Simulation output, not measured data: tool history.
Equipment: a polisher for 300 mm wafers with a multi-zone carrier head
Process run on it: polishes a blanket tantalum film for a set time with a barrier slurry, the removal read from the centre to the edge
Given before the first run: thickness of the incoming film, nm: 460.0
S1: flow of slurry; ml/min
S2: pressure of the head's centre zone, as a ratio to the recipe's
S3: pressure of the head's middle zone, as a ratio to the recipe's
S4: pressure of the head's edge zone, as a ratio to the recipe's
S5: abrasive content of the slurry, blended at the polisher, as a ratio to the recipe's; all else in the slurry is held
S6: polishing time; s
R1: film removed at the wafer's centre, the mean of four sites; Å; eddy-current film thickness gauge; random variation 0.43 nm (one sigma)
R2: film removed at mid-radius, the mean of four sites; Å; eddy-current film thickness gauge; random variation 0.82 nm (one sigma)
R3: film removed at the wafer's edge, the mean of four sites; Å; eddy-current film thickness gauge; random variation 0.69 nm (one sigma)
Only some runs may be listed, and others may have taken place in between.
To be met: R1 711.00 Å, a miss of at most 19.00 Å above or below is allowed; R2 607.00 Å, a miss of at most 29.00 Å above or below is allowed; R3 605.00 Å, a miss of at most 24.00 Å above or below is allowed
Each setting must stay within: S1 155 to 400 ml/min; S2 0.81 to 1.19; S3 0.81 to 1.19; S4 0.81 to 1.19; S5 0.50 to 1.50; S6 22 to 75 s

Run 1, day 0.000: S1 255 ml/min, S2 1.00, S3 1.00, S4 1.00, S5 1.00, S6 48 s. Result: R1 753.39 Å, R2 744.02 Å, R3 746.02 Å.
Run 2, day 0.121: S1 255 ml/min, S2 1.02, S3 0.98, S4 0.96, S5 0.90, S6 48 s. Result: R1 738.49 Å, R2 724.42 Å, R3 710.53 Å.
Run 3, day 0.346: S1 255 ml/min, S2 1.04, S3 0.95, S4 0.94, S5 0.85, S6 48 s. Result: R1 735.45 Å, R2 687.66 Å, R3 676.50 Å.
Run 4, day 0.675: S1 255 ml/min, S2 1.04, S3 0.95, S4 0.87, S5 0.85, S6 48 s. Result: R1 745.74 Å, R2 687.11 Å, R3 669.45 Å.
Run 5, day 0.950: S1 250 ml/min, S2 1.05, S3 0.93, S4 0.86, S5 0.80, S6 48 s. Result: R1 722.15 Å, R2 665.83 Å, R3 650.32 Å.
Run 6, day 1.167: S1 250 ml/min, S2 1.05, S3 0.98, S4 0.86, S5 0.80, S6 48 s. Result: R1 729.97 Å, R2 689.16 Å, R3 633.17 Å.
Run 7, day 1.508: S1 245 ml/min, S2 1.06, S3 0.96, S4 0.85, S5 0.80, S6 48 s. Result: R1 728.54 Å, R2 664.69 Å, R3 635.63 Å.
Run 8, day 1.792: S1 235 ml/min, S2 1.07, S3 0.95, S4 0.84, S5 0.80, S6 48 s. Result: R1 746.11 Å, R2 657.90 Å, R3 625.12 Å.
Run 9, day 2.129: S1 225 ml/min, S2 1.07, S3 0.94, S4 0.84, S5 0.80, S6 48 s. Result: R1 735.38 Å, R2 650.98 Å, R3 624.27 Å.
Run 10, day 2.267: S1 215 ml/min, S2 1.07, S3 0.93, S4 0.84, S5 0.80, S6 48 s. Result: R1 729.47 Å, R2 640.34 Å, R3 629.13 Å.
Run 11, day 2.333: S1 210 ml/min, S2 1.07, S3 0.93, S4 0.83, S5 0.80, S6 48 s. Result: R1 735.37 Å, R2 645.00 Å, R3 619.08 Å.
Run 12, day 2.675: S1 205 ml/min, S2 1.07, S3 0.92, S4 0.83, S5 0.80, S6 48 s. Result: R1 727.03 Å, R2 647.61 Å, R3 639.09 Å.

Pick the move, out of 4, that brings all results within their allowed miss; only one does.
Run A, day 3.017: S1 180 ml/min, S2 1.06, S3 1.03, S4 0.81, S5 0.50, S6 58 s. Result: R1 ?, R2 ?, R3 ?.
Run B, day 3.017: S1 180 ml/min, S2 1.00, S3 0.99, S4 0.81, S5 0.70, S6 50 s. Result: R1 ?, R2 ?, R3 ?.
Run C, day 3.017: S1 160 ml/min, S2 1.03, S3 0.91, S4 0.84, S5 0.85, S6 46 s. Result: R1 ?, R2 ?, R3 ?.
Run D, day 3.017: S1 205 ml/min, S2 1.09, S3 0.91, S4 0.86, S5 1.00, S6 43 s. Result: R1 ?, R2 ?, R3 ?.

move      R1      R2      R3
   A  707.03  698.99  623.55
   B  662.36  671.94  619.97
   C  662.29  608.92  615.47
   D  709.93  614.35  623.42
A: brings the last run's worst result on target, with another outside its allowed miss
B: brings the last run's worst result on target, with another outside its allowed miss
C: brings the last run's worst result on target, with another outside its allowed miss
D: every result lands within tolerance
Go with D: it meets all targets.

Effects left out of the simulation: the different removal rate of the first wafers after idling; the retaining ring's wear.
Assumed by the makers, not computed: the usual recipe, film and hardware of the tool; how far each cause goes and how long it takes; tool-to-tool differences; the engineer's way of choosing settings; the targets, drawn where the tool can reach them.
